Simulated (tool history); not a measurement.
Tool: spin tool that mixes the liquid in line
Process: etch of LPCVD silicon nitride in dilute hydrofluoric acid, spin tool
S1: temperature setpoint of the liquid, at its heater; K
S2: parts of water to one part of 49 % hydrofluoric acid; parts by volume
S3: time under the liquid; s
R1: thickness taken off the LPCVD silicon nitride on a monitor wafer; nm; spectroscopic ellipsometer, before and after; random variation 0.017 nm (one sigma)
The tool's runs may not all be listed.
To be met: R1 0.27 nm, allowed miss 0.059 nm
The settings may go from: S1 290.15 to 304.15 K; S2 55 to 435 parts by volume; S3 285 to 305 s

| run | hour | S1 | S2 | S3 | R1 |
|---|---|---|---|---|---|
| 1 | 0 | 296.15 | 245 | 285 | 0.47752 |
| 2 | 1.4 | 295.65 | 255 | 285 | 0.46195 |
| 3 | 6.2 | 295.15 | 265 | 285 | 0.4018 |
| 4 | 9 | 295.15 | 205 | 285 | 0.49824 |
| 5 | 13.7 | 293.15 | 205 | 285 | 0.44842 |
| 6 | 15.5 | 292.65 | 215 | 285 | 0.46507 |
| 7 | 20.3 | 292.65 | 230 | 285 | 0.40615 |
| 8 | 23.8 | 292.65 | 240 | 285 | 0.33707 |

4 next moves are on the table. One of them brings every result within its allowed miss. Which?
| A | 27.3 | 293.15 | 325 | 285 | ? |
| B | 27.3 | 290.15 | 195 | 290 | ? |
| C | 27.3 | 293.65 | 220 | 305 | ? |
| D | 27.3 | 292.65 | 240 | 290 | ? |

| move | R1 |
|---|---|
| A | 0.31793 |
| B | 0.43055 |
| C | 0.51093 |
| D | 0.41825 |
A: meets every target
B: further off than the last run
C: further off than the last run
D: further off than the last run
The right move is A.

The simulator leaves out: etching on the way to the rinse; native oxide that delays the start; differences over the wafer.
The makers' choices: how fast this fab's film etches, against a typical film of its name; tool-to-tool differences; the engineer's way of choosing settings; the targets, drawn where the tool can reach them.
